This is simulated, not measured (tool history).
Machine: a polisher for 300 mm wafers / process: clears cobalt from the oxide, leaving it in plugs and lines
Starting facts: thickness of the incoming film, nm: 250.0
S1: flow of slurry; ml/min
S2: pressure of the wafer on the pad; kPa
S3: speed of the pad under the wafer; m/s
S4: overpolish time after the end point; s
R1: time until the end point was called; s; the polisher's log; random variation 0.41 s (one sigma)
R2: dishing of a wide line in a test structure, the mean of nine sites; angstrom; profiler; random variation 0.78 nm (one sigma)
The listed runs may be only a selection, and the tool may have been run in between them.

| run | day | S1 | S2 | S3 | S4 | R1 | R2 |
|---|---|---|---|---|---|---|---|
| 1 | 0.000 | 220 | 15.2 | 0.88 | 22 | 42.354 | 581.26 |
| 2 | 0.117 | 220 | 15.9 | 0.88 | 22 | 41.213 | 593.00 |
| 3 | 0.400 | 220 | 16.5 | 0.88 | 22 | 40.349 | 598.80 |
| 4 | 0.462 | 220 | 17.2 | 0.88 | 22 | 40.443 | 608.26 |
| 5 | 0.592 | 220 | 17.2 | 1.00 | 22 | 34.306 | 614.75 |
| 6 | 0.738 | 195 | 17.2 | 1.00 | 22 | 35.157 | 623.43 |

What will run 7 give?
| 7 | 1.038 | 195 | 17.9 | 1.00 | 22 | ? | ? |

Run 7 measured R1 34.479 s, R2 635.27 angstrom.
